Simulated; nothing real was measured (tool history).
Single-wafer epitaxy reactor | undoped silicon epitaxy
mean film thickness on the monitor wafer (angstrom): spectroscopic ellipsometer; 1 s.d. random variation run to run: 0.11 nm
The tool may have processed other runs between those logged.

run	hour	wafer temperature setpoint (pyrometer-controlled) (deg C)	deposition time (s)	mean film thickness on the monitor wafer (angstrom)
1	0.0	670	208	606.01
2	8.7	670	235	689.78
3	12.8	670	260	761.15
4	13.9	676	260	861.52
5	17.2	686	260	1048.70
6	23.3	677	255	857.91
7	29.3	670	251	734.22
8	35.4	665	248	653.11
9	39.0	661	247	599.81
10	42.4	658	246	562.93
11	43.6	655	245	524.00
12	48.3	653	245	502.73
13	50.1	651	245	481.10
14	58.4	650	245	473.40
15	67.3	649	245	465.82

Estimate the outcome of run 16 from the log above:
16	68.0	648	244	?

For run 16 the tool returned mean film thickness on the monitor wafer (angstrom) 450.03.

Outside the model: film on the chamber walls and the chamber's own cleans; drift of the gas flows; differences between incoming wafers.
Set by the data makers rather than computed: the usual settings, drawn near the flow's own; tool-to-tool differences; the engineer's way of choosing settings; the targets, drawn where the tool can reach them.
